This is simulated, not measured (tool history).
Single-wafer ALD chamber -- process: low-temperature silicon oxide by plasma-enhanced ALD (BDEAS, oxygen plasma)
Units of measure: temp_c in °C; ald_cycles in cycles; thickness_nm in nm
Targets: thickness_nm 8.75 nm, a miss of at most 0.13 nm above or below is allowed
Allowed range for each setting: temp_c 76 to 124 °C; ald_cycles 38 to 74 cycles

run	hour	temp_c	ald_cycles	thickness_nm
1	0	100	56	7.7403
2	1.6	96	57	7.991
3	2.5	93	58	8.2818
4	10.2	90	58	8.2968
5	19.2	83	58	8.4547
6	22.6	82	58	8.4753
7	31.2	81	58	8.5429
8	39.9	80	58	8.5852
9	44.1	79	58	8.5718
10	50.5	78	58	8.6124

Consider the 4 candidate settings below. Which is the only one whose results all fall within their allowed miss of target?
A	56.9	79	56	?
B	56.9	76	56	?
C	56.9	77	57	?
D	56.9	83	60	?

move	thickness_nm
A	8.306
B	8.3802
C	8.5047
D	8.7933
A: further off than the last run
B: further off than the last run
C: further off than the last run
D: in spec on every target
Move D is the one to make.
